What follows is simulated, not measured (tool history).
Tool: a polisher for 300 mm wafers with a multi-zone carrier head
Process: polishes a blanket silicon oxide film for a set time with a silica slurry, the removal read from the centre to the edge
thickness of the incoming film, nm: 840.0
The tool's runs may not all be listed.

| run | hour | flow of slurry (ml/min) | pressure of the head's centre zone | pressure of the head's middle zone | pressure of the head's edge zone | abrasive content of the slurry | polishing time (s) | film removed at the wafer's centre (nm) | film removed at mid-radius (nm) | film removed at the wafer's edge (nm) |
|---|---|---|---|---|---|---|---|---|---|---|
| 1 | 0.0 | 270 | 1.00 | 1.00 | 1.00 | 1.00 | 74 | 321.35 | 322.86 | 326.10 |
| 2 | 7.5 | 210 | 1.00 | 1.00 | 1.00 | 1.00 | 74 | 310.35 | 315.06 | 314.88 |
| 3 | 14.8 | 210 | 1.00 | 0.98 | 0.99 | 0.95 | 74 | 303.42 | 299.86 | 309.10 |
| 4 | 23.5 | 210 | 0.93 | 0.98 | 0.99 | 0.95 | 74 | 282.06 | 304.05 | 307.66 |
| 5 | 24.0 | 210 | 0.93 | 0.98 | 0.99 | 0.95 | 88 | 341.37 | 355.06 | 365.70 |
| 6 | 26.7 | 205 | 0.93 | 0.97 | 0.98 | 0.90 | 86 | 318.18 | 327.97 | 338.75 |

Forecast run 7:
| 7 | 32.0 | 205 | 0.93 | 0.96 | 0.97 | 0.85 | 86 | ? | ? | ? |

Run 7 gave film removed at the wafer's centre (nm) 303.49, film removed at mid-radius (nm) 315.98, film removed at the wafer's edge (nm) 324.71.
